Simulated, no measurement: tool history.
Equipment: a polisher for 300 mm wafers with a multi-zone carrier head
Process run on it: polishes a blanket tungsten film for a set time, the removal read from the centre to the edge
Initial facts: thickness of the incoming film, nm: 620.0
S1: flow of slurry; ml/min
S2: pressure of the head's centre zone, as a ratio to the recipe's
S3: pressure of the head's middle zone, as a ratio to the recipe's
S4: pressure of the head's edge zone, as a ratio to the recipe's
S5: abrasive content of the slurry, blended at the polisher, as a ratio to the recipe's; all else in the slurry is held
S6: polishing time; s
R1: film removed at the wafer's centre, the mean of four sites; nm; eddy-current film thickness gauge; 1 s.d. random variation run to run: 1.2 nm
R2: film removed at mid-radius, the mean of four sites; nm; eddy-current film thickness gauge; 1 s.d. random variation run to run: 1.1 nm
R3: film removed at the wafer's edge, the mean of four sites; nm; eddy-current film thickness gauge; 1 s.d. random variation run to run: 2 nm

run,day,S1,S2,S3,S4,S5,S6,R1,R2,R3
1,0,210,1,1,1,1,38,180.8,184.96,187.95
2,0.033,210,1,1,1,1,32,150.1,154.85,159.28
3,0.296,265,1,1,1,1,32,159.89,157.67,159.57
4,0.483,265,1.05,1,1,1,32,162.3,162.13,164.51
5,0.733,245,1.04,0.98,1.03,1,32,157.27,157.68,163.36
6,0.821,295,1.04,0.98,1.03,1,32,164.31,160.54,166.98
7,1.142,275,1.02,0.96,1.05,1,32,157.71,155.76,165.84
8,1.454,265,1.01,0.94,1.06,1,32,155.67,153.6,168.13
9,1.75,255,1,0.92,1.06,1,32,156.64,149.88,164.89

Forecast run 10:
10,1.788,245,0.99,0.91,1.08,1,32,?,?,?

{"run 10": {"R1": 154.11, "R2": 146.13, "R3": 166.17}}
